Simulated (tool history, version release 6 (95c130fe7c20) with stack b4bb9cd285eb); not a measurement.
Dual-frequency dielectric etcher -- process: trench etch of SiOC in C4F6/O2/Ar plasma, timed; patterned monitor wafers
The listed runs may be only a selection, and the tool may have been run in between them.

run  hour  source power (W)  bias power (W)  etch time (s)  mean etch depth across the wafer (Å)
  1     0               390             200           13.5                                280.77
  2   0.8               390             200           13.5                                280.22
  3   2.1               370             193           13.5                                266.92
  4   3.5               370             193           12.5                                248.29
  5   8.8               370             193           13.5                                268.37
  6  16.8               350             191           13.5                                255.27
  7  19.3               350             191           13.5                                256.66
  8  22.7               340             190           13.5                                251.47
  9  25.5               330             189           13.5                                244.97

What will run 10 give?
 10  26.1               320             188           13.5                                     ?

Run 10 came out at mean etch depth across the wafer (Å) 240.87.

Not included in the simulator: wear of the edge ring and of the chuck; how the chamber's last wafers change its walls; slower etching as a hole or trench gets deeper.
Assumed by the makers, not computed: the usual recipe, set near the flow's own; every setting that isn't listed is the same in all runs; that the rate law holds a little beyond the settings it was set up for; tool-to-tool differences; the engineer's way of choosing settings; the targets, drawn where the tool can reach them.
